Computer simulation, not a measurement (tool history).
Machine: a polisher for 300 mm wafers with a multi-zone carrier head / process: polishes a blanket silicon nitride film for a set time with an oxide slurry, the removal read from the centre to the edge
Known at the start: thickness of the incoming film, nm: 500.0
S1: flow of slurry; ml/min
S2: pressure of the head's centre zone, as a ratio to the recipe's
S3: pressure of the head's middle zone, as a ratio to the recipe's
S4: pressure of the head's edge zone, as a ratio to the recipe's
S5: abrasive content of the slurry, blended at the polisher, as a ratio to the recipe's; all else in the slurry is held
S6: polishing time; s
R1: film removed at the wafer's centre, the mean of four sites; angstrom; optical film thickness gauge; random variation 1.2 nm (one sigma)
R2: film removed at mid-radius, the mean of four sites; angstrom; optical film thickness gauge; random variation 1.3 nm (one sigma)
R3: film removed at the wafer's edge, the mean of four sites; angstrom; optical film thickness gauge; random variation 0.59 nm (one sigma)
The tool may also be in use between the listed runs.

{"run": 1, "day": 0.0, "S1": 170, "S2": 1.0, "S3": 1.0, "S4": 1.0, "S5": 1.0, "S6": 72, "R1": 617.19, "R2": 610.6, "R3": 626.12}
{"run": 2, "day": 0.358, "S1": 180, "S2": 1.03, "S3": 1.02, "S4": 1.03, "S5": 1.1, "S6": 73, "R1": 678.54, "R2": 677.35, "R3": 666.64}
{"run": 3, "day": 0.492, "S1": 185, "S2": 1.05, "S3": 1.01, "S4": 1.05, "S5": 1.2, "S6": 75, "R1": 739.93, "R2": 726.68, "R3": 716.82}
{"run": 4, "day": 0.658, "S1": 185, "S2": 0.98, "S3": 1.01, "S4": 1.05, "S5": 1.2, "S6": 75, "R1": 699.19, "R2": 712.93, "R3": 715.79}
{"run": 5, "day": 1.012, "S1": 150, "S2": 0.98, "S3": 1.01, "S4": 1.05, "S5": 1.2, "S6": 75, "R1": 658.9, "R2": 681.75, "R3": 694.26}
{"run": 6, "day": 1.233, "S1": 165, "S2": 1.01, "S3": 1.0, "S4": 1.07, "S5": 1.25, "S6": 76, "R1": 713.92, "R2": 721.68, "R3": 733.93}
{"run": 7, "day": 1.492, "S1": 180, "S2": 1.04, "S3": 0.99, "S4": 1.08, "S5": 1.3, "S6": 77, "R1": 745.27, "R2": 722.16, "R3": 762.68}
{"run": 8, "day": 1.529, "S1": 190, "S2": 1.07, "S3": 1.0, "S4": 1.08, "S5": 1.35, "S6": 78, "R1": 808.71, "R2": 777.11, "R3": 779.78}
{"run": 9, "day": 1.612, "S1": 200, "S2": 1.09, "S3": 1.0, "S4": 1.09, "S5": 1.4, "S6": 79, "R1": 868.3, "R2": 804.57, "R3": 814.9}
{"run": 10, "day": 1.825, "S1": 205, "S2": 1.1, "S3": 1.0, "S4": 1.1, "S5": 1.4, "S6": 80, "R1": 885.77, "R2": 807.77, "R3": 834.57}
{"day": 2.0, "done": "slurry nozzle cleaned"}
{"run": 11, "day": 2.0, "S1": 210, "S2": 1.11, "S3": 1.01, "S4": 1.11, "S5": 1.4, "S6": 80, "R1": 907.45, "R2": 848.95, "R3": 869.31}
{"run": 12, "day": 2.254, "S1": 220, "S2": 1.12, "S3": 1.01, "S4": 1.11, "S5": 1.4, "S6": 80, "R1": 931.18, "R2": 866.63, "R3": 876.28}
{"run": 13, "day": 2.362, "S1": 225, "S2": 1.13, "S3": 1.01, "S4": 1.11, "S5": 1.4, "S6": 80, "R1": 962.84, "R2": 865.68, "R3": 870.3}

What does the tool deliver on the next run?
{"run": 14, "day": 2.433, "S1": 230, "S2": 1.13, "S3": 1.01, "S4": 1.12, "S5": 1.4, "S6": 80, "R1": "?", "R2": "?", "R3": "?"}

R1: 955.64 angstrom
R2: 858.97 angstrom
R3: 868.67 angstrom
